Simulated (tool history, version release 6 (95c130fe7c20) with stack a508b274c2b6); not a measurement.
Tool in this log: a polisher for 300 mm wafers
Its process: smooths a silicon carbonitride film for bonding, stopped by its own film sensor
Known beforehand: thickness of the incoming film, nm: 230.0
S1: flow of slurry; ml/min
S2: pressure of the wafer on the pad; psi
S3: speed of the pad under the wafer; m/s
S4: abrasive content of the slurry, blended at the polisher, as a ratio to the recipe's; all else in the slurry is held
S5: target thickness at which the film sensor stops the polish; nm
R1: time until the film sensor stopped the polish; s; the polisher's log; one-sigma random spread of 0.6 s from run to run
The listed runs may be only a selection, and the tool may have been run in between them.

Run 1, hour 0: S1 305 ml/min, S2 2.6 psi, S3 0.9 m/s, S4 1, S5 209 nm. Result: R1 69.549 s.
Run 2, hour 4.2: S1 305 ml/min, S2 2.7 psi, S3 0.9 m/s, S4 1, S5 209 nm. Result: R1 65.866 s.
Run 3, hour 9.4: S1 305 ml/min, S2 2.8 psi, S3 0.9 m/s, S4 1, S5 209 nm. Result: R1 65.603 s.
Run 4, hour 13.5: S1 305 ml/min, S2 2.9 psi, S3 0.9 m/s, S4 1, S5 209 nm. Result: R1 62.529 s.
At hour 21.7: slurry nozzle cleaned.
Run 5, hour 21.7: S1 305 ml/min, S2 2.9 psi, S3 0.9 m/s, S4 1, S5 212 nm. Result: R1 52.849 s.
Run 6, hour 25.1: S1 245 ml/min, S2 2.9 psi, S3 0.9 m/s, S4 1, S5 212 nm. Result: R1 54.623 s.
Run 7, hour 30.5: S1 245 ml/min, S2 3 psi, S3 0.9 m/s, S4 1, S5 212 nm. Result: R1 51.014 s.

Run 8, settings as shown, results not yet in. Your forecast:
Run 8, hour 35.5: S1 245 ml/min, S2 3 psi, S3 0.9 m/s, S4 1, S5 212 nm. Result: R1 ?.

R1: 52.422 s
